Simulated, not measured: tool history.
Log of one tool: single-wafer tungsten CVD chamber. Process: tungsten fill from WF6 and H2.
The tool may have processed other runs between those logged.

run  hour  heater temperature setpoint (K)  chamber pressure (mTorr)  deposition time (s)  mean film thickness on the monitor wafer (nm)
  1   0.0                           648.15                     48700                 43.4                                         85.049
  2   6.0                           655.15                     48700                 43.4                                         96.649
  3   7.5                           655.15                     48700                 44.7                                         99.144
  4  13.8                           665.15                     48700                 44.7                                        118.840
  5  16.6                           658.15                     48700                 44.7                                        104.870
  6  20.4                           650.15                     48100                 44.7                                         90.111
  7  22.8                           644.15                     47700                 44.7                                         80.704

Expected results for the next run?
  8  31.4                           639.15                     47400                 44.7                                              ?

{"run 8": {"mean film thickness on the monitor wafer (nm)": 72.366}}
